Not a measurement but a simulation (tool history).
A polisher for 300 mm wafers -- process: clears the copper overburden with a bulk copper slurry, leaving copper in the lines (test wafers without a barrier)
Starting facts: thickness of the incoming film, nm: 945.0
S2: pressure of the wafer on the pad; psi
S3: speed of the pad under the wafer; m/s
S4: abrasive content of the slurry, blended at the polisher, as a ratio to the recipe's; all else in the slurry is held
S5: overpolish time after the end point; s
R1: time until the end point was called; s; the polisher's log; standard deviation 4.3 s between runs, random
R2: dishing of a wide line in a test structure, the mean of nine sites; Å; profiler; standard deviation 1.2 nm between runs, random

{"run": 1, "hour": 0.0, "flow of slurry (ml/min)": 170, "S2": 2.4, "S3": 0.94, "S4": 1.0, "S5": 22, "R1": 142.35, "R2": 770.87}
{"run": 2, "hour": 5.1, "flow of slurry (ml/min)": 170, "S2": 2.4, "S3": 0.94, "S4": 1.0, "S5": 28, "R1": 151.58, "R2": 872.38}
{"run": 3, "hour": 6.8, "flow of slurry (ml/min)": 170, "S2": 2.2, "S3": 0.92, "S4": 1.0, "S5": 29, "R1": 158.76, "R2": 872.07}
{"run": 4, "hour": 8.3, "flow of slurry (ml/min)": 170, "S2": 2.0, "S3": 0.9, "S4": 1.0, "S5": 30, "R1": 186.45, "R2": 795.39}
{"run": 5, "hour": 15.8, "flow of slurry (ml/min)": 170, "S2": 1.6, "S3": 0.9, "S4": 1.0, "S5": 30, "R1": 231.92, "R2": 684.76}
{"run": 6, "hour": 21.1, "flow of slurry (ml/min)": 195, "S2": 1.6, "S3": 0.9, "S4": 1.0, "S5": 30, "R1": 225.11, "R2": 698.71}

What will run 7 give?
{"run": 7, "hour": 24.0, "flow of slurry (ml/min)": 195, "S2": 1.6, "S3": 0.9, "S4": 1.0, "S5": 31, "R1": "?", "R2": "?"}

{"run 7": {"R1": 225.35, "R2": 729.48}}
